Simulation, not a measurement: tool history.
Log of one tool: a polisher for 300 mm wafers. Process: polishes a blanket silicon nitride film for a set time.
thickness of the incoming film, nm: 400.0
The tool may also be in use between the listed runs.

run  hour  flow of slurry (ml/min)  pressure of the wafer on the pad (psi)  speed of the pad under the wafer (m/s)  polishing time (s)  film removed (nm)
  1   0.0                      205                                     4.3                                    0.92                  48            106.150
  2   7.7                      205                                     3.6                                    0.92                  48             90.384
  3   8.8                      215                                     4.1                                    0.92                  48            102.480
  4  15.1                      260                                     4.1                                    0.92                  48            104.040
  5  16.7                      260                                     4.8                                    0.92                  48            121.420
  6  22.3                      300                                     4.8                                    0.92                  48            122.460
  7  26.3                      300                                     4.9                                    0.92                  48            126.030
  8  34.6                      300                                     5.0                                    0.92                  48            127.210

Forecast run 9:
  9  37.8                      300                                     5.1                                    0.92                  48                  ?

{"run 9": {"film removed (nm)": 130.45}}
